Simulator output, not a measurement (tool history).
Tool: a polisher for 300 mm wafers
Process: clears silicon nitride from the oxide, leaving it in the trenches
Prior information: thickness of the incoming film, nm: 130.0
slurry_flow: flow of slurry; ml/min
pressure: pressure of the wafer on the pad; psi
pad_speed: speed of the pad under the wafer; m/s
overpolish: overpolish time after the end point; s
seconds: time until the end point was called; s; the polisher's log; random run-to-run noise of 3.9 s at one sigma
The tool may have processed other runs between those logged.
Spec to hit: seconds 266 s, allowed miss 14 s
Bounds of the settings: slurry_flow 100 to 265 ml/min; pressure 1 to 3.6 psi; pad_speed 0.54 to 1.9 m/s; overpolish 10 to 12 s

| run | hour | slurry_flow | pressure | pad_speed | overpolish | seconds |
|---|---|---|---|---|---|---|
| 1 | 0 | 170 | 2.3 | 1.22 | 12 | 147.37 |
| 2 | 6.2 | 170 | 2.3 | 1.1 | 12 | 159.35 |
| 3 | 15.1 | 170 | 1.9 | 1.08 | 12 | 189.78 |
| 4 | 20.9 | 170 | 1.9 | 1.08 | 10 | 187.92 |
| 5 | 25.2 | 170 | 2.2 | 1.08 | 10 | 165.51 |
| 6 | 34.2 | 170 | 2.2 | 1.18 | 10 | 155.69 |
| 7 | 35 | 170 | 1.8 | 1.14 | 10 | 187.29 |
| 8 | 41.5 | 170 | 1.5 | 1.12 | 10 | 216.53 |
| 9 | 50.1 | 170 | 1.3 | 1.12 | 10 | 243.75 |

Which single option among these 5 for the next run brings every result within its allowed miss of target? Just one does.
| A | 58.7 | 145 | 1.2 | 1.1 | 10 | ? |
| B | 58.7 | 190 | 1.3 | 1.24 | 10 | ? |
| C | 58.7 | 100 | 1.3 | 1.3 | 12 | ? |
| D | 58.7 | 210 | 1.1 | 1.3 | 12 | ? |
| E | 58.7 | 190 | 1.3 | 1.1 | 12 | ? |

| move | seconds |
|---|---|
| A | 273.95 |
| B | 220.87 |
| C | 243.35 |
| D | 234.46 |
| E | 246.83 |
A: each result inside its tolerance
B: the biggest miss grows against the last run
C: as far off as the last run
D: the biggest miss grows against the last run
E: an improvement on the last run, though not all results are within tolerance
The right move is A.

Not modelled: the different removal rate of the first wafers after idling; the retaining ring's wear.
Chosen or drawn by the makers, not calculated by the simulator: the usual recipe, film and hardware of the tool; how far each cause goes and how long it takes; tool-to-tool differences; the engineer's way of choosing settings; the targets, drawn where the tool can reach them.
